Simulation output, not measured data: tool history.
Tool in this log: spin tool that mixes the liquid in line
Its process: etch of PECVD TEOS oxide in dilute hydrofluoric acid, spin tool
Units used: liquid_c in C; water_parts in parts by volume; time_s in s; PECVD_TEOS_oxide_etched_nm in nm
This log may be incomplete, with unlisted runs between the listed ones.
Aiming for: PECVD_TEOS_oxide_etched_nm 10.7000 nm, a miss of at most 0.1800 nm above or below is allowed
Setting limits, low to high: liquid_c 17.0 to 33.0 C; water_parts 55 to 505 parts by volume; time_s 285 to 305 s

run 1 day=0.000 | liquid_c=25.0 water_parts=280 time_s=285 | PECVD_TEOS_oxide_etched_nm=8.8500
run 2 day=0.271 | liquid_c=25.0 water_parts=280 time_s=285 | PECVD_TEOS_oxide_etched_nm=8.8005
run 3 day=0.342 | liquid_c=23.5 water_parts=280 time_s=285 | PECVD_TEOS_oxide_etched_nm=8.3805
run 4 day=0.371 | liquid_c=23.5 water_parts=185 time_s=285 | PECVD_TEOS_oxide_etched_nm=13.9320
run 5 day=0.504 | liquid_c=21.5 water_parts=190 time_s=285 | PECVD_TEOS_oxide_etched_nm=12.5210
run 6 day=0.700 | liquid_c=20.0 water_parts=190 time_s=285 | PECVD_TEOS_oxide_etched_nm=11.8460
run 7 day=0.971 | liquid_c=19.0 water_parts=190 time_s=285 | PECVD_TEOS_oxide_etched_nm=11.3840
run 8 day=1.104 | liquid_c=18.5 water_parts=190 time_s=285 | PECVD_TEOS_oxide_etched_nm=11.2230
run 9 day=1.208 | liquid_c=18.0 water_parts=190 time_s=285 | PECVD_TEOS_oxide_etched_nm=11.0060

Exercise: of the 4 proposed moves below, exactly one satisfies all targets within the stated allowed misses. Which move is it?
run A day=1.312 | liquid_c=20.5 water_parts=220 time_s=300 | PECVD_TEOS_oxide_etched_nm=?
run B day=1.312 | liquid_c=20.5 water_parts=200 time_s=285 | PECVD_TEOS_oxide_etched_nm=?
run C day=1.312 | liquid_c=20.5 water_parts=230 time_s=305 | PECVD_TEOS_oxide_etched_nm=?
run D day=1.312 | liquid_c=17.0 water_parts=185 time_s=290 | PECVD_TEOS_oxide_etched_nm=?

move=A PECVD_TEOS_oxide_etched_nm=10.6300
move=B PECVD_TEOS_oxide_etched_nm=11.3280
move=C PECVD_TEOS_oxide_etched_nm=10.2370
move=D PECVD_TEOS_oxide_etched_nm=11.0180
A: every result within its allowed miss
B: lands further from the targets than the last run did
C: moves the result that the last run missed by most past its target, out the other side
D: roughly where the last run was
A is the move that brings every result within its allowed miss.
